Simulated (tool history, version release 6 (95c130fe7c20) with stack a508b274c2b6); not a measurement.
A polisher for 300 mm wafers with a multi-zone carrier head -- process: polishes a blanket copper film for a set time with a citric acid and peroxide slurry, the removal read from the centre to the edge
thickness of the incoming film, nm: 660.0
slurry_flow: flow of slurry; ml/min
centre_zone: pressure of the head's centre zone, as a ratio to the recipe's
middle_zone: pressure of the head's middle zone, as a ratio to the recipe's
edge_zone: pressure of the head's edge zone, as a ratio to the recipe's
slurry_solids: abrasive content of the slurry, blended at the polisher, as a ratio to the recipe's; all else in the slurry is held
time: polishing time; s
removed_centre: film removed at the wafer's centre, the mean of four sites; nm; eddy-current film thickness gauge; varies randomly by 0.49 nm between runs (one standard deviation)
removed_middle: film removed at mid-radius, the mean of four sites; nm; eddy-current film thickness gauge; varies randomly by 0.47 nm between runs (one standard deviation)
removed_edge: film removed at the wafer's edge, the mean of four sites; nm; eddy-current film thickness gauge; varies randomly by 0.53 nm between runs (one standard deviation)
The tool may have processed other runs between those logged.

run  hour  slurry_flow  centre_zone  middle_zone  edge_zone  slurry_solids  time  removed_centre  removed_middle  removed_edge
  1   0.0          285         1.00         1.00       1.00           1.00    69          85.669          83.615        85.955
  2   5.3          280         0.97         0.97       0.96           0.85    62          71.803          70.847        73.083
  3   6.9          275         0.95         0.94       0.93           0.75    58          64.230          63.818        64.660
  4  14.6          265         0.93         0.90       0.92           0.65    56          58.583          57.332        61.825
  5  17.9          265         0.93         0.90       0.92           0.85    56          61.982          59.767        64.476
  6  23.6          265         0.87         0.90       0.92           0.85    56          59.488          60.841        64.101

Estimate the outcome of run 7 from the log above:
  7  29.8          265         0.87         0.88       0.89           0.75    55               ?               ?             ?

Run 7 measured removed_centre 56.462 nm, removed_middle 57.306 nm, removed_edge 60.586 nm.
